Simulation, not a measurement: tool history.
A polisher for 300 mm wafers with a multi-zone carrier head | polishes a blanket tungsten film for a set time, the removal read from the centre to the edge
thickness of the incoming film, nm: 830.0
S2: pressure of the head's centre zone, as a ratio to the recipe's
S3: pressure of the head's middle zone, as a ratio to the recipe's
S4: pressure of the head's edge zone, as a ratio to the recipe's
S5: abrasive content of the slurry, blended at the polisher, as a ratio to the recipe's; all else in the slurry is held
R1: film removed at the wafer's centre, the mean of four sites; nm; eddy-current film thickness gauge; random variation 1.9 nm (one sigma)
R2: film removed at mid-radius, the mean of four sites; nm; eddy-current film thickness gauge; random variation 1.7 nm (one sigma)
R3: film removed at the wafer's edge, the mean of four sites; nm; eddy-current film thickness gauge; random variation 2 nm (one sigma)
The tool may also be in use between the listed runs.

{"run": 1, "hour": 0.0, "flow of slurry (ml/min)": 245, "S2": 1, "S3": 1, "S4": 1, "S5": 1, "polishing time (s)": 83, "R1": 239.24, "R2": 249.38, "R3": 240.55}
{"run": 2, "hour": 4.1, "flow of slurry (ml/min)": 245, "S2": 0.99, "S3": 0.99, "S4": 0.98, "S5": 0.85, "polishing time (s)": 77, "R1": 213.77, "R2": 222.49, "R3": 213.12}
{"run": 3, "hour": 5.9, "flow of slurry (ml/min)": 245, "S2": 0.99, "S3": 0.99, "S4": 0.98, "S5": 0.85, "polishing time (s)": 58, "R1": 160.91, "R2": 163.32, "R3": 167.64}
{"run": 4, "hour": 14.9, "flow of slurry (ml/min)": 240, "S2": 0.98, "S3": 0.99, "S4": 0.96, "S5": 0.8, "polishing time (s)": 58, "R1": 157.59, "R2": 161.79, "R3": 160.65}
{"run": 5, "hour": 20.4, "flow of slurry (ml/min)": 235, "S2": 0.97, "S3": 0.99, "S4": 0.95, "S5": 0.8, "polishing time (s)": 58, "R1": 156.74, "R2": 160.96, "R3": 155}
{"run": 6, "hour": 21.4, "flow of slurry (ml/min)": 235, "S2": 0.97, "S3": 0.99, "S4": 0.87, "S5": 0.8, "polishing time (s)": 58, "R1": 153.99, "R2": 160.2, "R3": 150.67}
{"run": 7, "hour": 30.3, "flow of slurry (ml/min)": 230, "S2": 0.96, "S3": 0.98, "S4": 0.87, "S5": 0.8, "polishing time (s)": 58, "R1": 151.58, "R2": 160.89, "R3": 152.4}

The next listed run, before its measurement:
{"run": 8, "hour": 36.5, "flow of slurry (ml/min)": 230, "S2": 0.96, "S3": 0.98, "S4": 0.87, "S5": 0.8, "polishing time (s)": 58, "R1": "?", "R2": "?", "R3": "?"}

Run 8 gave R1 151.66 nm, R2 166.03 nm, R3 148 nm.
